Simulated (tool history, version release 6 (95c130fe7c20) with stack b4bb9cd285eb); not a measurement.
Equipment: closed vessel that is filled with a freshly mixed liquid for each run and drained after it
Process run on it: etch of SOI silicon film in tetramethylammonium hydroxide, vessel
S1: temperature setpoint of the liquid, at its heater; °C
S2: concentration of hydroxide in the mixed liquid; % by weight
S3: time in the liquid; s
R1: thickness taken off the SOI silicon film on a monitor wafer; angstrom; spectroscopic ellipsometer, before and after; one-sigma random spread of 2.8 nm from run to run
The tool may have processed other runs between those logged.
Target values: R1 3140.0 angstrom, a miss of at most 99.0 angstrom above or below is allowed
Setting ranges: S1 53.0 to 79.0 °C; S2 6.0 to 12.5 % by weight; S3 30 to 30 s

| run | hour | S1 | S2 | S3 | R1 |
|---|---|---|---|---|---|
| 1 | 0.0 | 66.0 | 8.5 | 30 | 1695.2 |
| 2 | 0.6 | 66.0 | 8.5 | 30 | 1678.0 |
| 3 | 2.5 | 68.0 | 8.5 | 30 | 1919.8 |
| 4 | 4.4 | 70.0 | 8.5 | 30 | 2168.8 |
| 5 | 10.0 | 71.0 | 8.5 | 30 | 2281.7 |
| 6 | 18.6 | 71.0 | 7.0 | 30 | 2431.3 |
| 7 | 23.9 | 72.0 | 7.0 | 30 | 2560.3 |
| 8 | 25.5 | 72.5 | 7.0 | 30 | 2621.9 |
| 9 | 26.4 | 72.5 | 7.0 | 30 | 2625.1 |
| 10 | 27.5 | 73.0 | 7.0 | 30 | 2699.5 |
| 11 | 30.9 | 73.5 | 7.0 | 30 | 2829.4 |
| 12 | 37.1 | 74.0 | 7.0 | 30 | 2852.2 |
| 13 | 44.2 | 74.5 | 7.0 | 30 | 2961.8 |

Which one of the following 4 next-run settings gets every result inside its allowed miss? There is exactly one.
| A | 51.3 | 72.5 | 6.0 | 30 | ? |
| B | 51.3 | 73.5 | 6.5 | 30 | ? |
| C | 51.3 | 75.0 | 6.0 | 30 | ? |
| D | 51.3 | 73.0 | 6.0 | 30 | ? |

| move | R1 |
|---|---|
| A | 2751.2 |
| B | 2862.0 |
| C | 3176.1 |
| D | 2831.8 |
A: the biggest miss grows against the last run
B: the biggest miss grows against the last run
C: all results in spec
D: the biggest miss grows against the last run
Answer: C

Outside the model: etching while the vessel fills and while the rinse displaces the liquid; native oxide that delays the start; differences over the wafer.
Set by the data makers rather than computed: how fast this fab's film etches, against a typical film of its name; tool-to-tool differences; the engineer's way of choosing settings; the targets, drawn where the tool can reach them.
